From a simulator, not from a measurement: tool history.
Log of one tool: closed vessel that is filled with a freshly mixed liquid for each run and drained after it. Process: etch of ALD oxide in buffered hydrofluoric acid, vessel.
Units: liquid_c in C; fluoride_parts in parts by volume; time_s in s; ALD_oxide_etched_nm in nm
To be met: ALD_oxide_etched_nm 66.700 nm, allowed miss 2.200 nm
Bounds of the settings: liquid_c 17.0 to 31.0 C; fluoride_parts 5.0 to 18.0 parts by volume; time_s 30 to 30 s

Run 1, hour 0.0: liquid_c 23.0 C, fluoride_parts 11.0 parts by volume, time_s 30 s. Result: ALD_oxide_etched_nm 59.480 nm.
Run 2, hour 3.4: liquid_c 23.0 C, fluoride_parts 11.0 parts by volume, time_s 30 s. Result: ALD_oxide_etched_nm 61.204 nm.
Run 3, hour 10.9: liquid_c 23.0 C, fluoride_parts 11.0 parts by volume, time_s 30 s. Result: ALD_oxide_etched_nm 60.092 nm.
Run 4, hour 15.8: liquid_c 20.5 C, fluoride_parts 11.0 parts by volume, time_s 30 s. Result: ALD_oxide_etched_nm 51.855 nm.
Run 5, hour 22.0: liquid_c 20.5 C, fluoride_parts 11.0 parts by volume, time_s 30 s. Result: ALD_oxide_etched_nm 52.011 nm.
Run 6, hour 24.5: liquid_c 21.0 C, fluoride_parts 11.0 parts by volume, time_s 30 s. Result: ALD_oxide_etched_nm 53.297 nm.
Run 7, hour 28.1: liquid_c 21.5 C, fluoride_parts 11.0 parts by volume, time_s 30 s. Result: ALD_oxide_etched_nm 54.652 nm.
At hour 33.2: thermometer replaced.
Run 8, hour 33.2: liquid_c 25.5 C, fluoride_parts 11.0 parts by volume, time_s 30 s. Result: ALD_oxide_etched_nm 60.799 nm.
Run 9, hour 38.0: liquid_c 26.0 C, fluoride_parts 11.0 parts by volume, time_s 30 s. Result: ALD_oxide_etched_nm 62.235 nm.

Which of these 5 next moves meets every target?
Run A, hour 42.8: liquid_c 28.0 C, fluoride_parts 10.5 parts by volume, time_s 30 s. Result: ALD_oxide_etched_nm ?.
Run B, hour 42.8: liquid_c 22.0 C, fluoride_parts 8.0 parts by volume, time_s 30 s. Result: ALD_oxide_etched_nm ?.
Run C, hour 42.8: liquid_c 25.0 C, fluoride_parts 11.0 parts by volume, time_s 30 s. Result: ALD_oxide_etched_nm ?.
Run D, hour 42.8: liquid_c 26.5 C, fluoride_parts 9.5 parts by volume, time_s 30 s. Result: ALD_oxide_etched_nm ?.
Run E, hour 42.8: liquid_c 26.5 C, fluoride_parts 11.5 parts by volume, time_s 30 s. Result: ALD_oxide_etched_nm ?.

move  ALD_oxide_etched_nm
   A               73.806
   B               67.895
   C               60.050
   D               73.779
   E               62.348
A: takes the result that was furthest off past its target
B: meets every target
C: further off than the last run
D: takes the result that was furthest off past its target
E: as far off as the last run
Answer: B
